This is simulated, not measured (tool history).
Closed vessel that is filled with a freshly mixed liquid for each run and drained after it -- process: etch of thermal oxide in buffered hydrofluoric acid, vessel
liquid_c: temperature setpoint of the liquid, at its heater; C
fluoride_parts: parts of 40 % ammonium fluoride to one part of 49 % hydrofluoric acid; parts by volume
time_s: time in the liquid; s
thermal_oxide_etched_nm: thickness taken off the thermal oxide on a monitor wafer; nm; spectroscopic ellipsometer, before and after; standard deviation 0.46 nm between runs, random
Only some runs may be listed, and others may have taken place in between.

run,hour,liquid_c,fluoride_parts,time_s,thermal_oxide_etched_nm
1,0,23,13,95,85.776
2,0.6,23,16,95,70.38
3,8.8,23,16,95,70.118
4,16.7,22.5,16,95,67.871
5,24.8,22,16,95,65.849
6,31.5,25,16,95,78.501
7,34,24,16,95,75.003
8,41.6,23.5,16,95,71.394
9,45.5,23,16,95,70.595

The next listed run, before its measurement:
10,46.5,22.5,16,95,?

thermal_oxide_etched_nm: 68.21 nm
